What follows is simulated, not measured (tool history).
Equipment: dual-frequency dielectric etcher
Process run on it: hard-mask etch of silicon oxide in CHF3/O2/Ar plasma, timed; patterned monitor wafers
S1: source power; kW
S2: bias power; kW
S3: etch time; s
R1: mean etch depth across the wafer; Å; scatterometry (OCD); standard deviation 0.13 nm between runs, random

run	hour	S1	S2	S3	R1
1	0.0	0.570	0.122	16.0	296.17
2	7.1	0.570	0.131	16.0	309.12
3	12.3	0.570	0.131	16.0	309.58
4	13.6	0.540	0.123	16.0	295.01
5	22.0	0.540	0.123	16.0	294.31
6	27.2	0.540	0.123	16.0	295.65
7	33.0	0.520	0.114	16.0	281.81

Expected results for the next run?
8	38.5	0.500	0.108	16.0	?

R1: 272.58 Å

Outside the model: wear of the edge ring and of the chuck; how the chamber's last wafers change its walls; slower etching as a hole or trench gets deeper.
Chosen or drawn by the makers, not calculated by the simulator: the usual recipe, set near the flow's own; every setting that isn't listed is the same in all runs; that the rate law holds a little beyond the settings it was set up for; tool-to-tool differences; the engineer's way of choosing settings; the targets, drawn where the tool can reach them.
